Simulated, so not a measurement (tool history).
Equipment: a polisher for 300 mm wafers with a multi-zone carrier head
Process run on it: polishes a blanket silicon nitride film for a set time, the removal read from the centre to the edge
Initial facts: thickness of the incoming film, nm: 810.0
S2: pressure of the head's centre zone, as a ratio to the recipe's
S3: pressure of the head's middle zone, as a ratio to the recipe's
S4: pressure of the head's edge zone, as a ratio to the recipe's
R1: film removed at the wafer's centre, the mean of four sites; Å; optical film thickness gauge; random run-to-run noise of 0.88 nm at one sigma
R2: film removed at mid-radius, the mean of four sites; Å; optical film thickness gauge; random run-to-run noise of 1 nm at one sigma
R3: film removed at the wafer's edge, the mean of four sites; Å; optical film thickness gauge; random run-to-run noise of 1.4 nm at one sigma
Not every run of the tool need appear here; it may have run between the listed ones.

Run 1, day 0: flow of slurry (ml/min) 180, S2 1, S3 1, S4 1, polishing time (s) 69. Result: R1 1417.8 Å, R2 1413.5 Å, R3 1467.8 Å.
Run 2, day 0.333: flow of slurry (ml/min) 175, S2 0.98, S3 0.98, S4 1.04, polishing time (s) 70. Result: R1 1396.6 Å, R2 1406.8 Å, R3 1484.2 Å.
Run 3, day 0.604: flow of slurry (ml/min) 175, S2 0.98, S3 0.98, S4 1.04, polishing time (s) 78. Result: R1 1543.7 Å, R2 1594.3 Å, R3 1653.5 Å.
Run 4, day 0.683: flow of slurry (ml/min) 175, S2 1.02, S3 0.98, S4 1.04, polishing time (s) 78. Result: R1 1620.1 Å, R2 1577 Å, R3 1686 Å.
Run 5, day 0.971: flow of slurry (ml/min) 150, S2 1.02, S3 0.98, S4 1.04, polishing time (s) 78. Result: R1 1577 Å, R2 1548.7 Å, R3 1659.7 Å.
At day 1.217: centre zone pressure recalibrated.
Run 6, day 1.217: flow of slurry (ml/min) 150, S2 1.02, S3 0.98, S4 1.04, polishing time (s) 66. Result: R1 1413 Å, R2 1298.1 Å, R3 1397.4 Å.
Run 7, day 1.417: flow of slurry (ml/min) 160, S2 0.98, S3 0.94, S4 1.08, polishing time (s) 69. Result: R1 1410.3 Å, R2 1343.2 Å, R3 1505.6 Å.

Estimate the outcome of run 8 from the log above:
Run 8, day 1.662: flow of slurry (ml/min) 160, S2 0.95, S3 0.92, S4 1.11, polishing time (s) 70. Result: R1 ?, R2 ?, R3 ?.

{"run 8": {"R1": 1411.5, "R2": 1321.3, "R3": 1545.9}}

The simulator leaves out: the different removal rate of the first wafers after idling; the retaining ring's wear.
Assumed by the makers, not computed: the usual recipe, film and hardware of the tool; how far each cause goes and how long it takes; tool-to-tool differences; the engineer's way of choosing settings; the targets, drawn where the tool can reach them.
